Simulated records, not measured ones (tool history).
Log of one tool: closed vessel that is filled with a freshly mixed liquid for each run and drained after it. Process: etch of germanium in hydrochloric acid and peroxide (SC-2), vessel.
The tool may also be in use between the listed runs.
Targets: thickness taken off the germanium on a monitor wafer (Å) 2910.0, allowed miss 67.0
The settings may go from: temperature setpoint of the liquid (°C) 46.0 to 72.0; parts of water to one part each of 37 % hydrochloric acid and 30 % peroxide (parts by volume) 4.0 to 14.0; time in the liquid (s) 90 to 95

run	hour	temperature setpoint of the liquid (°C)	parts of water to one part each of 37 % hydrochloric acid and 30 % peroxide (parts by volume)	time in the liquid (s)	thickness taken off the germanium on a monitor wafer (Å)
1	0.0	62.0	7.5	90	3965.3
2	1.0	62.0	5.0	90	4002.0
3	4.7	62.0	4.0	90	4027.9
4	12.0	62.0	4.0	90	4027.2
5	14.4	62.0	4.0	95	4269.1
6	16.1	62.0	4.0	95	4278.4
7	18.8	59.5	4.0	95	3936.0
8	21.3	58.0	4.0	95	3814.5
9	29.4	56.0	4.0	95	3553.5
10	34.0	56.0	4.0	95	3526.8
11	42.2	48.5	4.5	95	2805.5

Which of these 5 next moves meets every target?
A	50.4	49.0	7.0	90	?
B	50.4	48.0	6.5	95	?
C	50.4	51.5	6.0	90	?
D	50.4	47.0	5.5	95	?
E	50.4	48.5	8.0	90	?

move	thickness taken off the germanium on a monitor wafer (Å)
A	2692.6
B	2762.0
C	2937.4
D	2690.0
E	2628.8
A: further off than the last run
B: further off than the last run
C: meets every target
D: further off than the last run
E: further off than the last run
The right move is C.
